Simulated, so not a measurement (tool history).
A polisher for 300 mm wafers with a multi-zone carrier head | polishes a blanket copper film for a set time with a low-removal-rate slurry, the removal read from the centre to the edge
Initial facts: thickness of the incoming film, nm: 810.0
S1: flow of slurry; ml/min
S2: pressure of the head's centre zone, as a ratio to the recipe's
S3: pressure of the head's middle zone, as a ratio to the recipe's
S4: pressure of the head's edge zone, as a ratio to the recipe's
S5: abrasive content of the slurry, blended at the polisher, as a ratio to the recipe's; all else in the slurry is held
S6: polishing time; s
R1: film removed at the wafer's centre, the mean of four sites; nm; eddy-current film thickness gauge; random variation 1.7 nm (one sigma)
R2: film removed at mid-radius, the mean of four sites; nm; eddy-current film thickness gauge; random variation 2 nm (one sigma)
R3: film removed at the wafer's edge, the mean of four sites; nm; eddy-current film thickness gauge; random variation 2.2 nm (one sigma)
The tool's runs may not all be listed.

Run 1, hour 0: S1 295 ml/min, S2 1, S3 1, S4 1, S5 1, S6 84 s. Result: R1 306.3 nm, R2 316.97 nm, R3 289.14 nm.
Run 2, hour 3.5: S1 295 ml/min, S2 1, S3 1, S4 1.04, S5 1, S6 84 s. Result: R1 302.53 nm, R2 316.33 nm, R3 299.27 nm.
Run 3, hour 12.2: S1 290 ml/min, S2 0.99, S3 0.97, S4 1.01, S5 0.9, S6 77 s. Result: R1 268.79 nm, R2 278.66 nm, R3 256.41 nm.
Run 4, hour 13.6: S1 285 ml/min, S2 1, S3 0.94, S4 1.01, S5 0.85, S6 71 s. Result: R1 251.25 nm, R2 244.89 nm, R3 236.91 nm.
Run 5, hour 15.8: S1 280 ml/min, S2 0.99, S3 0.92, S4 0.99, S5 0.8, S6 67 s. Result: R1 226.09 nm, R2 221.62 nm, R3 214.82 nm.
Run 6, hour 21.2: S1 280 ml/min, S2 0.99, S3 0.92, S4 1.02, S5 0.8, S6 67 s. Result: R1 225.19 nm, R2 221.57 nm, R3 218.92 nm.
Run 7, hour 30.2: S1 275 ml/min, S2 0.99, S3 0.9, S4 0.99, S5 0.75, S6 65 s. Result: R1 215.42 nm, R2 206.96 nm, R3 208.05 nm.
Run 8, hour 35: S1 280 ml/min, S2 0.99, S3 0.89, S4 0.96, S5 0.7, S6 63 s. Result: R1 207.01 nm, R2 198.19 nm, R3 190.41 nm.
Run 9, hour 41.6: S1 275 ml/min, S2 0.99, S3 0.87, S4 0.95, S5 0.65, S6 63 s. Result: R1 199.41 nm, R2 187.97 nm, R3 191.93 nm.
Run 10, hour 47: S1 285 ml/min, S2 1, S3 0.87, S4 0.93, S5 0.6, S6 62 s. Result: R1 195.56 nm, R2 182.47 nm, R3 180.01 nm.
At hour 51.2: edge zone pressure recalibrated.
Run 11, hour 51.2: S1 285 ml/min, S2 1, S3 0.86, S4 0.91, S5 0.6, S6 62 s. Result: R1 196.83 nm, R2 182.33 nm, R3 183.73 nm.
Run 12, hour 55: S1 285 ml/min, S2 1.01, S3 0.86, S4 0.9, S5 0.6, S6 61 s. Result: R1 191.74 nm, R2 178.88 nm, R3 184.32 nm.
Run 13, hour 60.8: S1 325 ml/min, S2 1.11, S3 0.95, S4 0.81, S5 0.5, S6 49 s. Result: R1 165.23 nm, R2 148.27 nm, R3 138.52 nm.
Run 14, hour 67.5: S1 325 ml/min, S2 1.1, S3 0.95, S4 0.84, S5 0.55, S6 49 s. Result: R1 168.22 nm, R2 156.07 nm, R3 143.58 nm.
Run 15, hour 69.1: S1 325 ml/min, S2 1.1, S3 0.94, S4 0.86, S5 0.55, S6 49 s. Result: R1 166.67 nm, R2 155.75 nm, R3 141.71 nm.
Run 16, hour 69.7: S1 320 ml/min, S2 1.09, S3 0.93, S4 0.86, S5 0.6, S6 49 s. Result: R1 170.75 nm, R2 153.45 nm, R3 142.87 nm.

What will run 17 give?
Run 17, hour 73.3: S1 315 ml/min, S2 1.08, S3 0.92, S4 0.88, S5 0.6, S6 50 s. Result: R1 ?, R2 ?, R3 ?.

R1: 172.08 nm
R2: 155.1 nm
R3: 152.53 nm
